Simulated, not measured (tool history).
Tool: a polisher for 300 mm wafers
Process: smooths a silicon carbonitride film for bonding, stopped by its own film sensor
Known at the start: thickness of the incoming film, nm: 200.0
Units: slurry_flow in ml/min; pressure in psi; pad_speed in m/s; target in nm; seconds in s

run	day	slurry_flow	pressure	pad_speed	slurry_solids	target	seconds
1	0.000	290	1.7	1.08	1.0	174	169.64
2	0.050	290	1.7	1.08	0.9	174	177.27
3	0.079	290	1.7	1.08	0.7	174	200.34
4	0.392	290	2.0	1.14	0.7	174	165.91
5	0.625	290	2.0	1.02	0.7	174	173.83
6	0.838	360	2.0	1.02	0.7	174	178.37
7	1.171	360	2.2	1.12	0.7	174	148.24
8	1.262	360	2.4	1.18	0.7	174	133.64

Run 9 comes next. What will it give?
9	1.492	360	2.5	1.26	0.7	174	?

Run 9 gave seconds 119.74 s.
